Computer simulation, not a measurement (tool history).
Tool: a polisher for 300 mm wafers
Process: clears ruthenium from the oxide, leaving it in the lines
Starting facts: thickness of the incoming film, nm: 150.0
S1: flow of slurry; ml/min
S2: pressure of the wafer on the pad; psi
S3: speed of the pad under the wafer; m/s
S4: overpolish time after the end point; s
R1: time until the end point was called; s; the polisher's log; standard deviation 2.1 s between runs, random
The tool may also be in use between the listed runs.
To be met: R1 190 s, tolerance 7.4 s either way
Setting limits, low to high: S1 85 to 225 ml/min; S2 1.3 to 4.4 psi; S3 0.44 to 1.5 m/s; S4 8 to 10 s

run,hour,S1,S2,S3,S4,R1
1,0,145,2.8,0.96,10,110.29
2,3.1,145,2.6,0.96,10,117.82
3,8.1,145,2.5,0.96,10,120.07
4,12.9,145,2.4,0.96,10,127.7
5,19.1,130,2.4,0.96,10,128.16
6,21.4,130,2.4,0.96,8,126.79
7,24.5,130,2.3,0.96,8,134.72
8,31,130,2.2,0.96,8,135.23
9,31.6,130,2.1,0.96,8,142.42
10,37.2,130,2,0.96,8,150.16
11,45.9,130,1.9,0.96,8,151.98
12,52.9,130,1.8,0.96,8,160.65
13,57.5,120,1.3,0.96,8,208.36

5 candidate next runs follow, results not yet known. Just one meets every target within its allowed miss. Identify it.
A,62.1,125,1.3,0.82,8,?
B,62.1,95,1.3,0.86,8,?
C,62.1,140,1.5,0.88,10,?
D,62.1,135,1.3,0.68,9,?
E,62.1,170,1.3,0.7,8,?

move,R1
A,223.05
B,230.75
C,188.98
D,243.1
E,230.39
A: its largest miss is bigger than the last run's
B: its largest miss is bigger than the last run's
C: all results land within tolerance of their targets
D: its largest miss is bigger than the last run's
E: its largest miss is bigger than the last run's
So the answer is move C, the one that meets all the targets.
